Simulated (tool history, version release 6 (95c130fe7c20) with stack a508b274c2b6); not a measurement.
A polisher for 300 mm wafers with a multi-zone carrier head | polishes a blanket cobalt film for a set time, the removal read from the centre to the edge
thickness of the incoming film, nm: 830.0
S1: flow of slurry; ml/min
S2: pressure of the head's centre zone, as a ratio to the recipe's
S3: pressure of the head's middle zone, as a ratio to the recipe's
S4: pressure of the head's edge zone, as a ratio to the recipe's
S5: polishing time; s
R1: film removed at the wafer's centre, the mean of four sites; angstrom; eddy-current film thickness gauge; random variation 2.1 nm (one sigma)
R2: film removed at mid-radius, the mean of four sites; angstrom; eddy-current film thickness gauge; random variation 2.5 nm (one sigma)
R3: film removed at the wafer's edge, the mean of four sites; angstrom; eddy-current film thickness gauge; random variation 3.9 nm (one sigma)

| run | hour | S1 | S2 | S3 | S4 | S5 | R1 | R2 | R3 |
|---|---|---|---|---|---|---|---|---|---|
| 1 | 0 | 300 | 1 | 1 | 1 | 52 | 2624.1 | 2639.5 | 2610.7 |
| 2 | 7.4 | 300 | 1 | 1.01 | 1.03 | 54 | 2732.1 | 2695.2 | 2734.6 |
| 3 | 12.4 | 305 | 0.99 | 1.03 | 1.05 | 56 | 2838.6 | 2833.2 | 2848.3 |
| 4 | 20.6 | 305 | 0.96 | 1.03 | 1.05 | 56 | 2722.3 | 2863.2 | 2900.2 |
| 5 | 29.2 | 310 | 0.96 | 1.04 | 1.07 | 58 | 2824.8 | 3035 | 3059.7 |
| 6 | 36.9 | 310 | 0.88 | 1.04 | 1.07 | 58 | 2650.5 | 3011.5 | 2985.2 |
| 7 | 39.8 | 315 | 0.91 | 1.05 | 1.09 | 59 | 2770.3 | 3074 | 3100.5 |
| 8 | 40.9 | 320 | 0.93 | 1.06 | 1.11 | 60 | 2883.7 | 3184.2 | 3152 |
| 9 | 45.6 | 315 | 0.94 | 1.05 | 1.12 | 61 | 2943.7 | 3174 | 3293.2 |
| 10 | 48.3 | 320 | 0.95 | 1.06 | 1.13 | 62 | 3045.9 | 3241 | 3273.5 |
| 11 | 53.5 | 320 | 0.95 | 1.06 | 1.14 | 63 | 3068.6 | 3318.8 | 3363.6 |
| 12 | 56.9 | 320 | 0.96 | 1.06 | 1.15 | 64 | 3140.6 | 3345.5 | 3439 |

The next listed run, before its measurement:
| 13 | 65.1 | 325 | 0.96 | 1.06 | 1.16 | 65 | ? | ? | ? |

Run 13 gave R1 3174.7 angstrom, R2 3420.6 angstrom, R3 3533.9 angstrom.
